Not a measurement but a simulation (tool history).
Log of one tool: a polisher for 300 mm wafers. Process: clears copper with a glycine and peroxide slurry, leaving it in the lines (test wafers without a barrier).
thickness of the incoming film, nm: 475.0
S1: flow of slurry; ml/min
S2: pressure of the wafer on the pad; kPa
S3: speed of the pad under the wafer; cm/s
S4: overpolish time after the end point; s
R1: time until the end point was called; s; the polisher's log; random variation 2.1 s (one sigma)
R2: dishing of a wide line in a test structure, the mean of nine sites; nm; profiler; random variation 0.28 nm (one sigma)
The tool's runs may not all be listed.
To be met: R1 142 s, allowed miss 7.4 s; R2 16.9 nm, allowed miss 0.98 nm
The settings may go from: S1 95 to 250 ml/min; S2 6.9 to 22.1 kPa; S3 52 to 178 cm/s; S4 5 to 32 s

| run | hour | S1 | S2 | S3 | S4 | R1 | R2 |
|---|---|---|---|---|---|---|---|
| 1 | 0 | 160 | 14.5 | 114 | 16 | 102.39 | 53.41 |
| 2 | 3.3 | 145 | 12.4 | 116 | 13 | 112.63 | 40.108 |
| 3 | 4.5 | 145 | 12.4 | 94 | 13 | 130.1 | 37.238 |
| 4 | 10.5 | 145 | 12.4 | 120 | 13 | 109.92 | 41.104 |
| 5 | 16.7 | 145 | 12.4 | 120 | 19 | 114.03 | 55.189 |
| 6 | 20.3 | 145 | 12.4 | 146 | 19 | 101.46 | 60.712 |
| 7 | 25.6 | 130 | 10.3 | 138 | 15 | 116.31 | 43.779 |
| 8 | 29.9 | 120 | 9 | 130 | 12 | 138.42 | 32.72 |
| 9 | 34.2 | 130 | 8.3 | 126 | 10 | 142.85 | 26.439 |
| 10 | 36.4 | 150 | 8.3 | 122 | 8 | 135.97 | 22.797 |
| 11 | 39 | 160 | 8.3 | 118 | 7 | 139.96 | 19.453 |
| 12 | 44.4 | 165 | 8.3 | 118 | 7 | 137.53 | 19.866 |

4 next moves are on the table. One of them brings every result within its allowed miss. Which?
| A | 49.8 | 205 | 8.3 | 112 | 9 | ? | ? |
| B | 49.8 | 185 | 7.6 | 146 | 7 | ? | ? |
| C | 49.8 | 195 | 8.3 | 108 | 6 | ? | ? |
| D | 49.8 | 165 | 9.7 | 104 | 9 | ? | ? |

| move | R1 | R2 |
|---|---|---|
| A | 133.24 | 24.964 |
| B | 123.05 | 21.26 |
| C | 136.53 | 16.819 |
| D | 132.4 | 25.183 |
A: further off than the last run
B: further off than the last run
C: meets every target
D: further off than the last run
Answer: C
